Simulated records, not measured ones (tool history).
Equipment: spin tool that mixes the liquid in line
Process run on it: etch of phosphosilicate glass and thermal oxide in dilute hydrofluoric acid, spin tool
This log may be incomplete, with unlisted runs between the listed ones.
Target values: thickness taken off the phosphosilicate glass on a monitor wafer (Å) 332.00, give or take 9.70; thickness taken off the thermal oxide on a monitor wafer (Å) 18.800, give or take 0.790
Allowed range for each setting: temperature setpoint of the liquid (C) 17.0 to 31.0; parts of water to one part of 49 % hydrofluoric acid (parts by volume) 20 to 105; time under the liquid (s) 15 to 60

run	hour	temperature setpoint of the liquid (C)	parts of water to one part of 49 % hydrofluoric acid (parts by volume)	time under the liquid (s)	thickness taken off the phosphosilicate glass on a monitor wafer (Å)	thickness taken off the thermal oxide on a monitor wafer (Å)
1	0.0	23.0	55	30	432.62	24.538
2	4.1	23.0	65	30	359.95	20.280
3	9.3	23.0	45	30	526.95	30.159
4	17.9	21.5	50	30	442.05	25.570
5	25.0	21.0	50	30	435.42	24.794
6	28.2	20.0	50	30	422.06	24.128
7	29.0	17.0	60	30	306.72	17.046
8	33.8	17.5	60	30	309.40	17.563
9	37.5	17.5	60	30	310.68	17.807
10	39.0	18.0	60	30	319.04	18.018
# hour 46.8: thermometer replaced
11	46.8	18.5	60	30	307.19	17.234
12	51.0	19.0	60	30	317.67	17.926
13	56.4	19.5	60	30	322.26	18.111

Which single option among these 4 for the next run brings every result within its allowed miss of target? Just one does.
A	61.8	20.0	40	20	?	?
B	61.8	18.5	70	35	?	?
C	61.8	20.5	45	20	?	?
D	61.8	20.0	65	30	?	?

move	thickness taken off the phosphosilicate glass on a monitor wafer (Å)	thickness taken off the thermal oxide on a monitor wafer (Å)
A	338.98	19.481
B	307.03	17.645
C	305.94	17.582
D	303.69	17.453
A: meets every target
B: moves away from the targets compared with the last run
C: moves away from the targets compared with the last run
D: moves away from the targets compared with the last run
A meets every target.
